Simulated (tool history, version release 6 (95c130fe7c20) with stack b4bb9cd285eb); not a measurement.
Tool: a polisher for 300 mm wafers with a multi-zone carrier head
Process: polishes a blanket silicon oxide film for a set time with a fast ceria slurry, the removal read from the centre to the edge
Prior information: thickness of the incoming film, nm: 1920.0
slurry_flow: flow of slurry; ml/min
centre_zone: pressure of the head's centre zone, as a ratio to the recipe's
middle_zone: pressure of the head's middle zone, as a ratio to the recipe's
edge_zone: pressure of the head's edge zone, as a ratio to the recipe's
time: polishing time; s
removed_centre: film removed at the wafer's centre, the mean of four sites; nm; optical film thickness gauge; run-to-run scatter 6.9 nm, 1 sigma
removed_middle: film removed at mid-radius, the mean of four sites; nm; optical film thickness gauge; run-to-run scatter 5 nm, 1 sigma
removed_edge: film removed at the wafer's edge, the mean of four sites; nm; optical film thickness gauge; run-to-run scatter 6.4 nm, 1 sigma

{"run": 1, "hour": 0.0, "slurry_flow": 155, "centre_zone": 1.0, "middle_zone": 1.0, "edge_zone": 1.0, "time": 30, "removed_centre": 712.15, "removed_middle": 733.17, "removed_edge": 718.98}
{"run": 2, "hour": 4.2, "slurry_flow": 155, "centre_zone": 1.0, "middle_zone": 1.05, "edge_zone": 1.0, "time": 30, "removed_centre": 713.39, "removed_middle": 755.36, "removed_edge": 733.26}
{"run": 3, "hour": 6.8, "slurry_flow": 180, "centre_zone": 1.0, "middle_zone": 1.05, "edge_zone": 1.0, "time": 30, "removed_centre": 740.65, "removed_middle": 772.69, "removed_edge": 738.44}
{"run": 4, "hour": 10.7, "slurry_flow": 140, "centre_zone": 1.0, "middle_zone": 1.05, "edge_zone": 1.0, "time": 30, "removed_centre": 706.19, "removed_middle": 736.76, "removed_edge": 712.29}
{"run": 5, "hour": 11.4, "slurry_flow": 140, "centre_zone": 0.96, "middle_zone": 1.05, "edge_zone": 1.0, "time": 30, "removed_centre": 675.26, "removed_middle": 741.1, "removed_edge": 716.35}
{"run": 6, "hour": 19.5, "slurry_flow": 145, "centre_zone": 0.97, "middle_zone": 1.03, "edge_zone": 1.03, "time": 30, "removed_centre": 682.53, "removed_middle": 737.49, "removed_edge": 719.28}
{"run": 7, "hour": 21.8, "slurry_flow": 140, "centre_zone": 0.97, "middle_zone": 1.0, "edge_zone": 1.05, "time": 31, "removed_centre": 706.74, "removed_middle": 738.28, "removed_edge": 756.29}
{"run": 8, "hour": 28.7, "slurry_flow": 140, "centre_zone": 0.98, "middle_zone": 0.99, "edge_zone": 1.07, "time": 31, "removed_centre": 702.32, "removed_middle": 724.0, "removed_edge": 754.27}

For run 9, what comes out?
{"run": 9, "hour": 35.4, "slurry_flow": 145, "centre_zone": 0.99, "middle_zone": 0.98, "edge_zone": 1.09, "time": 31, "removed_centre": "?", "removed_middle": "?", "removed_edge": "?"}

removed_centre: 723.39 nm
removed_middle: 722.04 nm
removed_edge: 767.67 nm
